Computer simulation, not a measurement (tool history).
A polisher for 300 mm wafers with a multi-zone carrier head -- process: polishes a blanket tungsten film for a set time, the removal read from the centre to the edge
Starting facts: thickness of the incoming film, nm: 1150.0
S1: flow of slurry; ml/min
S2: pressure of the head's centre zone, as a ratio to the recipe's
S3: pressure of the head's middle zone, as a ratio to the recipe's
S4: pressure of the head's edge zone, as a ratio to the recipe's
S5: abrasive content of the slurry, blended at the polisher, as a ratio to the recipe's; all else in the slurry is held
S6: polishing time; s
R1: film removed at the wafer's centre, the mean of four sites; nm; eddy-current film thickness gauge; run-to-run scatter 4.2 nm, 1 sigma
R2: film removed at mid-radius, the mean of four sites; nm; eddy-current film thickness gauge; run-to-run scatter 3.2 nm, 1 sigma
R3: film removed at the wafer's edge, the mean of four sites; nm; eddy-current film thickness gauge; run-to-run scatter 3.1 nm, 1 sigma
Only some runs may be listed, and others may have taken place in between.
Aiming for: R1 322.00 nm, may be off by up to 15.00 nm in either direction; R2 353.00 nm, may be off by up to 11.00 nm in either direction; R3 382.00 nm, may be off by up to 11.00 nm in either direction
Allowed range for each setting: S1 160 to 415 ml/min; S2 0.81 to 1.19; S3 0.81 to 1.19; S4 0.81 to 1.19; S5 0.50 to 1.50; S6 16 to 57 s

run 1 hour=0.0 | S1=265 S2=1.00 S3=1.00 S4=1.00 S5=1.00 S6=36 | R1=277.25 R2=281.14 R3=275.70
run 2 hour=6.9 | S1=265 S2=0.94 S3=1.00 S4=1.00 S5=1.00 S6=36 | R1=259.85 R2=278.19 R3=274.19
run 3 hour=8.6 | S1=265 S2=0.94 S3=1.00 S4=1.02 S5=1.05 S6=36 | R1=263.82 R2=281.76 R3=280.51
run 4 hour=16.8 | S1=265 S2=0.94 S3=0.96 S4=1.02 S5=1.05 S6=36 | R1=264.75 R2=268.31 R3=280.39
run 5 hour=21.7 | S1=265 S2=0.91 S3=0.96 S4=1.02 S5=1.05 S6=36 | R1=253.88 R2=273.34 R3=282.16
run 6 hour=28.1 | S1=265 S2=0.91 S3=0.96 S4=0.99 S5=1.05 S6=36 | R1=258.24 R2=267.48 R3=275.95
run 7 hour=29.3 | S1=265 S2=0.91 S3=0.96 S4=1.01 S5=1.10 S6=36 | R1=253.15 R2=277.70 R3=281.51
run 8 hour=37.3 | S1=280 S2=1.01 S3=0.86 S4=1.11 S5=1.35 S6=42 | R1=343.11 R2=304.06 R3=355.73
run 9 hour=44.0 | S1=285 S2=1.00 S3=0.87 S4=1.12 S5=1.35 S6=42 | R1=339.25 R2=310.70 R3=354.95
run 10 hour=46.4 | S1=285 S2=0.99 S3=0.88 S4=1.13 S5=1.35 S6=42 | R1=339.67 R2=313.78 R3=363.58
run 11 hour=53.4 | S1=285 S2=0.99 S3=0.88 S4=1.13 S5=1.35 S6=42 | R1=341.63 R2=306.09 R3=358.82
run 12 hour=56.6 | S1=285 S2=0.97 S3=0.90 S4=1.13 S5=1.35 S6=42 | R1=331.48 R2=312.33 R3=356.15
run 13 hour=60.8 | S1=285 S2=0.96 S3=0.91 S4=1.13 S5=1.35 S6=42 | R1=328.79 R2=316.14 R3=359.63
run 14 hour=62.6 | S1=285 S2=0.95 S3=0.92 S4=1.13 S5=1.35 S6=42 | R1=328.92 R2=317.22 R3=356.20

Below are 5 possible settings for the next run. Only one of them brings all results inside the allowed miss of their targets. Which is it?
run A hour=64.4 | S1=290 S2=0.84 S3=0.91 S4=1.17 S5=1.20 S6=48 | R1=? R2=? R3=?
run B hour=64.4 | S1=375 S2=0.87 S3=0.92 S4=1.09 S5=1.15 S6=46 | R1=? R2=? R3=?
run C hour=64.4 | S1=305 S2=0.83 S3=1.09 S4=1.04 S5=1.35 S6=43 | R1=? R2=? R3=?
run D hour=64.4 | S1=395 S2=0.82 S3=0.88 S4=1.19 S5=1.50 S6=42 | R1=? R2=? R3=?
run E hour=64.4 | S1=205 S2=0.96 S3=0.98 S4=1.12 S5=1.45 S6=42 | R1=? R2=? R3=?

move=A R1=318.29 R2=350.74 R3=400.89
move=B R1=322.33 R2=345.05 R3=375.39
move=C R1=289.47 R2=375.36 R3=346.73
move=D R1=291.44 R2=319.18 R3=375.96
move=E R1=312.73 R2=321.82 R3=342.18
A: brings the last run's worst result on target, with another outside its allowed miss
B: hits every target within its allowed miss
C: moves the result that the last run missed by most past its target, out the other side
D: closer than the last run, but not yet in spec
E: further off than the last run
The right move is B.
